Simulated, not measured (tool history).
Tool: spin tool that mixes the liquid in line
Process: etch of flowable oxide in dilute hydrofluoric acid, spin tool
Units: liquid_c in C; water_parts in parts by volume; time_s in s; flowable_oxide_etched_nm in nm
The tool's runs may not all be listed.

run 1 hour=0 | liquid_c=25 water_parts=170 time_s=95 | flowable_oxide_etched_nm=14.434
run 2 hour=3.5 | liquid_c=25 water_parts=170 time_s=95 | flowable_oxide_etched_nm=14.61
run 3 hour=10.9 | liquid_c=25 water_parts=170 time_s=105 | flowable_oxide_etched_nm=16.048
run 4 hour=15.2 | liquid_c=24 water_parts=175 time_s=105 | flowable_oxide_etched_nm=14.882
run 5 hour=22.1 | liquid_c=23.5 water_parts=180 time_s=105 | flowable_oxide_etched_nm=14.064
run 6 hour=24.7 | liquid_c=23.5 water_parts=200 time_s=105 | flowable_oxide_etched_nm=12.431
run 7 hour=29.4 | liquid_c=23 water_parts=205 time_s=105 | flowable_oxide_etched_nm=11.873
run 8 hour=34 | liquid_c=23 water_parts=205 time_s=105 | flowable_oxide_etched_nm=11.881
run 9 hour=36.1 | liquid_c=22.5 water_parts=210 time_s=105 | flowable_oxide_etched_nm=11.424
run 10 hour=43.8 | liquid_c=22 water_parts=215 time_s=105 | flowable_oxide_etched_nm=10.774
run 11 hour=46 | liquid_c=21.5 water_parts=220 time_s=105 | flowable_oxide_etched_nm=10.336
run 12 hour=47.9 | liquid_c=21 water_parts=225 time_s=105 | flowable_oxide_etched_nm=9.8897
run 13 hour=52.7 | liquid_c=21 water_parts=225 time_s=105 | flowable_oxide_etched_nm=9.8168
run 14 hour=57.5 | liquid_c=20.5 water_parts=225 time_s=105 | flowable_oxide_etched_nm=9.6721

The next listed run, before its measurement:
run 15 hour=58.5 | liquid_c=20 water_parts=225 time_s=105 | flowable_oxide_etched_nm=?

flowable_oxide_etched_nm: 9.4052 nm

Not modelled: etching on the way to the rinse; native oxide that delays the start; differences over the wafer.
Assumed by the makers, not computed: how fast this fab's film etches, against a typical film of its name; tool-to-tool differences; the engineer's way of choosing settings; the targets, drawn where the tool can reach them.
